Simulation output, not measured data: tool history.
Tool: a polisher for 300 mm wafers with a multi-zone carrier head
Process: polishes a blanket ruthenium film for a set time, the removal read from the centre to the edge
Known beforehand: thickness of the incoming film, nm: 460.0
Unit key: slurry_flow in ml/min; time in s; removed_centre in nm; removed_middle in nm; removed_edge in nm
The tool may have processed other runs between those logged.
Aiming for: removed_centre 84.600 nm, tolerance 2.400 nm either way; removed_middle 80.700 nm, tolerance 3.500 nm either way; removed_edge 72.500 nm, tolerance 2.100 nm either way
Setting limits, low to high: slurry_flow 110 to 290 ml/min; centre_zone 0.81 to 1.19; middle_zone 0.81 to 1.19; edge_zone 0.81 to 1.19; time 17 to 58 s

run 1 hour=0.0 | slurry_flow=185 centre_zone=1.00 middle_zone=1.00 edge_zone=1.00 time=37 | removed_centre=56.054 removed_middle=56.798 removed_edge=60.084
run 2 hour=1.8 | slurry_flow=185 centre_zone=1.00 middle_zone=1.00 edge_zone=1.00 time=29 | removed_centre=44.228 removed_middle=45.281 removed_edge=46.003
run 3 hour=2.7 | slurry_flow=205 centre_zone=1.05 middle_zone=1.04 edge_zone=1.00 time=32 | removed_centre=51.145 removed_middle=52.142 removed_edge=51.562
run 4 hour=7.5 | slurry_flow=205 centre_zone=1.05 middle_zone=1.11 edge_zone=1.00 time=32 | removed_centre=52.125 removed_middle=52.490 removed_edge=51.407
run 5 hour=11.5 | slurry_flow=205 centre_zone=1.05 middle_zone=1.14 edge_zone=1.00 time=32 | removed_centre=51.641 removed_middle=53.916 removed_edge=52.270
run 6 hour=19.9 | slurry_flow=175 centre_zone=1.05 middle_zone=1.14 edge_zone=1.00 time=32 | removed_centre=51.500 removed_middle=53.009 removed_edge=51.669
run 7 hour=22.4 | slurry_flow=190 centre_zone=1.08 middle_zone=1.15 edge_zone=0.97 time=35 | removed_centre=58.264 removed_middle=58.451 removed_edge=55.526
run 8 hour=23.9 | slurry_flow=200 centre_zone=1.10 middle_zone=1.16 edge_zone=0.96 time=37 | removed_centre=63.344 removed_middle=63.485 removed_edge=59.293
run 9 hour=25.7 | slurry_flow=210 centre_zone=1.12 middle_zone=1.17 edge_zone=0.96 time=39 | removed_centre=68.812 removed_middle=68.171 removed_edge=62.992
run 10 hour=34.6 | slurry_flow=220 centre_zone=1.14 middle_zone=1.17 edge_zone=0.96 time=40 | removed_centre=71.386 removed_middle=69.413 removed_edge=64.713
run 11 hour=36.4 | slurry_flow=225 centre_zone=1.15 middle_zone=1.17 edge_zone=0.95 time=41 | removed_centre=73.769 removed_middle=71.496 removed_edge=66.217
run 12 hour=41.2 | slurry_flow=225 centre_zone=1.16 middle_zone=1.17 edge_zone=0.94 time=42 | removed_centre=77.815 removed_middle=75.146 removed_edge=66.428
run 13 hour=44.2 | slurry_flow=225 centre_zone=1.17 middle_zone=1.17 edge_zone=0.95 time=43 | removed_centre=77.922 removed_middle=74.981 removed_edge=69.230
run 14 hour=47.9 | slurry_flow=230 centre_zone=1.17 middle_zone=1.17 edge_zone=0.95 time=43 | removed_centre=79.357 removed_middle=75.249 removed_edge=68.934
run 15 hour=56.7 | slurry_flow=235 centre_zone=1.17 middle_zone=1.18 edge_zone=0.94 time=44 | removed_centre=81.037 removed_middle=77.969 removed_edge=70.642

Of the 5 settings listed for the next run, only one would bring every result within its allowed miss of target. Which one?
run A hour=65.5 | slurry_flow=210 centre_zone=1.19 middle_zone=1.19 edge_zone=0.86 time=45 | removed_centre=? removed_middle=? removed_edge=?
run B hour=65.5 | slurry_flow=240 centre_zone=1.12 middle_zone=1.15 edge_zone=0.99 time=45 | removed_centre=? removed_middle=? removed_edge=?
run C hour=65.5 | slurry_flow=235 centre_zone=1.17 middle_zone=1.11 edge_zone=1.01 time=43 | removed_centre=? removed_middle=? removed_edge=?
run D hour=65.5 | slurry_flow=240 centre_zone=1.18 middle_zone=1.19 edge_zone=0.94 time=45 | removed_centre=? removed_middle=? removed_edge=?
run E hour=65.5 | slurry_flow=235 centre_zone=1.12 middle_zone=1.14 edge_zone=1.02 time=43 | removed_centre=? removed_middle=? removed_edge=?

move=A removed_centre=82.782 removed_middle=77.797 removed_edge=67.961
move=B removed_centre=79.290 removed_middle=77.307 removed_edge=73.599
move=C removed_centre=78.939 removed_middle=71.976 removed_edge=70.928
move=D removed_centre=83.584 removed_middle=79.065 removed_edge=71.734
move=E removed_centre=75.556 removed_middle=73.264 removed_edge=71.257
A: brings the result that was furthest off to its target, and leaves another outside
B: lands further from the targets than the last run did
C: lands further from the targets than the last run did
D: in spec on every target
E: lands further from the targets than the last run did
Move D is the one to make.

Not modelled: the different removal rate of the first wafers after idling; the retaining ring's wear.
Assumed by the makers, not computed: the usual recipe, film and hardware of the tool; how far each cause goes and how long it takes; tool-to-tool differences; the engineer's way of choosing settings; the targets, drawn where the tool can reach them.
